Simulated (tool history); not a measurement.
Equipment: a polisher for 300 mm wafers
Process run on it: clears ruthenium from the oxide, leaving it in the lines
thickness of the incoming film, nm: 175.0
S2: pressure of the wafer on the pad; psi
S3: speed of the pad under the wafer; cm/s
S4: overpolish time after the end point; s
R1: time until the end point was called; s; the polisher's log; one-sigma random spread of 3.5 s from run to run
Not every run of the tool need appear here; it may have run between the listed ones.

Run 1, hour 0: flow of slurry (ml/min) 190, S2 1.8 psi, S3 102 cm/s, S4 39 s. Result: R1 199.26 s.
Run 2, hour 1.2: flow of slurry (ml/min) 190, S2 1.7 psi, S3 102 cm/s, S4 39 s. Result: R1 208.87 s.
Run 3, hour 7.8: flow of slurry (ml/min) 190, S2 1.6 psi, S3 100 cm/s, S4 39 s. Result: R1 225.59 s.
Run 4, hour 12.7: flow of slurry (ml/min) 190, S2 1.6 psi, S3 82 cm/s, S4 39 s. Result: R1 272.59 s.
Run 5, hour 16: flow of slurry (ml/min) 190, S2 1.6 psi, S3 64 cm/s, S4 39 s. Result: R1 342.95 s.
Run 6, hour 18.4: flow of slurry (ml/min) 190, S2 1.6 psi, S3 46 cm/s, S4 39 s. Result: R1 463.12 s.

Expected results for the next run?
Run 7, hour 25.9: flow of slurry (ml/min) 190, S2 1.6 psi, S3 46 cm/s, S4 39 s. Result: R1 ?.

R1: 457.47 s

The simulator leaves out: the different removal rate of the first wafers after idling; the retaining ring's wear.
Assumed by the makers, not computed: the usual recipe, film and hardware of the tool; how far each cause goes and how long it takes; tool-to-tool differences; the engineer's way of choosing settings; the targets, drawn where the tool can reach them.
